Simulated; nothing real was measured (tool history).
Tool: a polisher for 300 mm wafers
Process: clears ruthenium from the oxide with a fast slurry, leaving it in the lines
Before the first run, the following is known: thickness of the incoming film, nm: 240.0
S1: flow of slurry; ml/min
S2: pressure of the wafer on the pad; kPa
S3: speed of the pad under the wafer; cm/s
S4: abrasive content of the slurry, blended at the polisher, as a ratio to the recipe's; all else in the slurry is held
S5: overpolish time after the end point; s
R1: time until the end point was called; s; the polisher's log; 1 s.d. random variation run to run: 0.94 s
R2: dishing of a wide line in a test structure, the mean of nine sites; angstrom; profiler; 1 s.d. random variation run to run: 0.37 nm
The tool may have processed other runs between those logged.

run,hour,S1,S2,S3,S4,S5,R1,R2
1,0.0,195,23.4,102,1.0,9,40.751,380.71
2,2.0,235,23.4,102,1.0,9,39.585,393.31
3,7.3,230,21.4,102,1.0,9,43.984,362.74
4,9.9,230,21.4,122,1.0,9,36.659,409.45
5,11.0,230,18.6,122,1.0,9,39.909,363.67
6,18.8,230,18.6,122,1.0,11,41.590,436.45
7,24.9,230,16.5,122,1.0,11,47.318,394.97
8,32.8,230,15.9,122,1.0,11,48.494,384.77

For run 9, what comes out?
9,38.7,230,15.2,122,1.0,11,?,?

Run 9 came out at R1 51.616 s, R2 373.56 angstrom.

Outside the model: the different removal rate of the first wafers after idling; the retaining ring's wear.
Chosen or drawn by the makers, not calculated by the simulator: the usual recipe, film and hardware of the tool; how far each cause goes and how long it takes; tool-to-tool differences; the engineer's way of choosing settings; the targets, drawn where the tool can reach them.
